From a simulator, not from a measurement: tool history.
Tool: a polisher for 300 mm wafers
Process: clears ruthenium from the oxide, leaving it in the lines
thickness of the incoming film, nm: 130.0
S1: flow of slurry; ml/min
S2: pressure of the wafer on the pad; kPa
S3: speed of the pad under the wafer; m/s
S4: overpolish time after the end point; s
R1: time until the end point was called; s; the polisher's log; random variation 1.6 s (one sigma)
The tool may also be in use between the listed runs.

run 1 hour=0.0 | S1=240 S2=9.0 S3=1.26 S4=17 | R1=141.96
run 2 hour=6.7 | S1=240 S2=9.7 S3=1.26 S4=17 | R1=129.81
run 3 hour=13.6 | S1=240 S2=11.7 S3=1.26 S4=17 | R1=112.86
run 4 hour=16.3 | S1=240 S2=11.7 S3=0.98 S4=17 | R1=146.62
run 5 hour=23.1 | S1=240 S2=12.4 S3=1.02 S4=17 | R1=132.52
run 6 hour=29.9 | S1=240 S2=13.1 S3=1.04 S4=17 | R1=122.88
run 7 hour=36.8 | S1=240 S2=13.1 S3=1.04 S4=17 | R1=122.67

Run 8 comes next. What will it give?
run 8 hour=41.4 | S1=240 S2=13.8 S3=1.06 S4=17 | R1=?

R1: 114.62 s

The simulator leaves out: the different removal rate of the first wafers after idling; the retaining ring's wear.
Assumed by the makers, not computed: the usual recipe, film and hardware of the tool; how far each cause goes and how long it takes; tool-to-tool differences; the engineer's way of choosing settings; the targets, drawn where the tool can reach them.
